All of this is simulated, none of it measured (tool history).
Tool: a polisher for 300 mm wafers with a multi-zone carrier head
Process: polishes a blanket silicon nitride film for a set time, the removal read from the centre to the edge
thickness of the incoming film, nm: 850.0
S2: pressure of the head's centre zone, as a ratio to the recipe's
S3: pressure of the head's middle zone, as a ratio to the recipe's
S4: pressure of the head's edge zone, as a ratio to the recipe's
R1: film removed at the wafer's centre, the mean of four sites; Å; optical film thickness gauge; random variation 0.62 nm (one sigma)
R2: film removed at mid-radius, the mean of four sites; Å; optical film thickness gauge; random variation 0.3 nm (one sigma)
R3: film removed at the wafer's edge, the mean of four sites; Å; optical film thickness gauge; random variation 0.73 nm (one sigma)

{"run": 1, "day": 0.0, "flow of slurry (ml/min)": 160, "S2": 1, "S3": 1, "S4": 1, "polishing time (s)": 80, "R1": 1016.4, "R2": 1035.7, "R3": 1009.6}
{"run": 2, "day": 0.283, "flow of slurry (ml/min)": 195, "S2": 1, "S3": 1, "S4": 1, "polishing time (s)": 80, "R1": 1055.7, "R2": 1075.8, "R3": 1046.8}
{"run": 3, "day": 0.6, "flow of slurry (ml/min)": 180, "S2": 0.98, "S3": 0.97, "S4": 0.98, "polishing time (s)": 73, "R1": 959.87, "R2": 944.34, "R3": 900.37}
{"run": 4, "day": 0.858, "flow of slurry (ml/min)": 180, "S2": 0.98, "S3": 0.97, "S4": 0.98, "polishing time (s)": 82, "R1": 1047.1, "R2": 1068.2, "R3": 1017.7}
{"run": 5, "day": 0.962, "flow of slurry (ml/min)": 180, "S2": 0.98, "S3": 1.01, "S4": 0.98, "polishing time (s)": 82, "R1": 1040.7, "R2": 1102.7, "R3": 1009.1}
{"run": 6, "day": 1.092, "flow of slurry (ml/min)": 180, "S2": 0.98, "S3": 1.01, "S4": 0.98, "polishing time (s)": 91, "R1": 1139.1, "R2": 1220.4, "R3": 1097.2}
{"run": 7, "day": 1.308, "flow of slurry (ml/min)": 165, "S2": 0.95, "S3": 0.98, "S4": 0.98, "polishing time (s)": 82, "R1": 1008.1, "R2": 1059.6, "R3": 1020.6}
{"run": 8, "day": 1.592, "flow of slurry (ml/min)": 155, "S2": 0.93, "S3": 0.95, "S4": 0.96, "polishing time (s)": 75, "R1": 876.23, "R2": 936.94, "R3": 914.5}
{"run": 9, "day": 1.658, "flow of slurry (ml/min)": 145, "S2": 0.92, "S3": 0.93, "S4": 0.94, "polishing time (s)": 69, "R1": 803.25, "R2": 841.15, "R3": 823.4}
{"run": 10, "day": 1.896, "flow of slurry (ml/min)": 140, "S2": 0.91, "S3": 0.91, "S4": 0.93, "polishing time (s)": 64, "R1": 714.65, "R2": 765.93, "R3": 745.68}

Run 11 comes next. What will it give?
{"run": 11, "day": 2.146, "flow of slurry (ml/min)": 135, "S2": 0.91, "S3": 0.89, "S4": 0.93, "polishing time (s)": 60, "R1": "?", "R2": "?", "R3": "?"}

{"run 11": {"R1": 670.18, "R2": 690.99, "R3": 694.2}}
